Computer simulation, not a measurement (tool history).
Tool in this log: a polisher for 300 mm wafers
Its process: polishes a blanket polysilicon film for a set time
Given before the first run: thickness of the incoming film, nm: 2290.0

run  hour  flow of slurry (ml/min)  pressure of the wafer on the pad (kPa)  speed of the pad under the wafer (m/s)  polishing time (s)  film removed (angstrom)
  1     0                      300                                      11                                    1.26                  55                   2770.8
  2   3.9                      300                                    12.4                                    1.26                  55                   3022.1
  3   7.5                      300                                    11.7                                    1.26                  55                   2903.8
  4  10.6                      300                                    11.7                                    0.96                  55                   2316.6
  5  18.7                      305                                    11.7                                    0.96                  55                   2311.2
  6  27.2                      305                                    11.7                                    0.96                  50                   2104.9
  7    33                      305                                    12.4                                    0.96                  50                   2155.1

Run 8, settings as shown, results not yet in. Your forecast:
  8  40.6                      305                                    13.1                                    0.96                  50                        ?

{"run 8": {"film removed (angstrom)": 2259.8}}
